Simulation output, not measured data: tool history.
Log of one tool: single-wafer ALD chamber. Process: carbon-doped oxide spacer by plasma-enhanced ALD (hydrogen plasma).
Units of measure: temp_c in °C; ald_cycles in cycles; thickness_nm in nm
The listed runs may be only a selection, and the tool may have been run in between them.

Run 1, hour 0: temp_c 395 °C, ald_cycles 506 cycles. Result: thickness_nm 25.7 nm.
Run 2, hour 2.4: temp_c 395 °C, ald_cycles 460 cycles. Result: thickness_nm 23.538 nm.
Run 3, hour 7.6: temp_c 395 °C, ald_cycles 512 cycles. Result: thickness_nm 26.156 nm.
Run 4, hour 13.6: temp_c 395 °C, ald_cycles 545 cycles. Result: thickness_nm 27.842 nm.
Run 5, hour 19: temp_c 385 °C, ald_cycles 545 cycles. Result: thickness_nm 27.819 nm.
Run 6, hour 21.4: temp_c 385 °C, ald_cycles 576 cycles. Result: thickness_nm 29.279 nm.
Run 7, hour 26.4: temp_c 385 °C, ald_cycles 593 cycles. Result: thickness_nm 30.272 nm.

Expected results for the next run?
Run 8, hour 28.4: temp_c 385 °C, ald_cycles 604 cycles. Result: thickness_nm ?.

thickness_nm: 30.745 nm

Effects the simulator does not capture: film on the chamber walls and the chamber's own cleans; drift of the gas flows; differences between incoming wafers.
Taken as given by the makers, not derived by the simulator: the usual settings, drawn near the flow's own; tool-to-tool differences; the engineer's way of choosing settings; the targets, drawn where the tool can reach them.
